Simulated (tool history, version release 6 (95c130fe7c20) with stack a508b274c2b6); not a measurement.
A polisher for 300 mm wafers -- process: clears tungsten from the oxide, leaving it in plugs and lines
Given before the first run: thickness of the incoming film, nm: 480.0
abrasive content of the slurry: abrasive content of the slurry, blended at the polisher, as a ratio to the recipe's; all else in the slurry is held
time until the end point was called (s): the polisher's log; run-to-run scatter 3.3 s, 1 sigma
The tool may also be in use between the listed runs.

run	day	flow of slurry (ml/min)	pressure of the wafer on the pad (kPa)	speed of the pad under the wafer (cm/s)	abrasive content of the slurry	overpolish time after the end point (s)	time until the end point was called (s)
1	0	245	33.1	130	1	8	70.599
2	0.258	245	33.1	150	1	8	64.402
3	0.321	245	33.1	150	1	6	64.461
4	0.442	245	38.6	150	1	6	55.127
5	0.742	245	38.6	150	1	8	54.649
6	0.883	290	38.6	150	1	8	54.27
7	1.108	290	34.5	136	1	8	63.713
8	1.383	235	24.8	100	0.75	8	124.27
9	1.604	235	23.4	98	0.75	8	134.22
10	1.888	235	22.1	98	0.75	8	142.95
11	2.25	235	22.1	98	0.75	8	142.09
12	2.475	235	21.4	98	0.75	8	148.76
13	2.817	235	20.7	98	0.75	8	150.62
14	2.904	235	20	98	0.75	8	156.85

Expected results for the next run?
15	2.992	235	19.3	98	0.75	8	?

time until the end point was called (s): 152.99
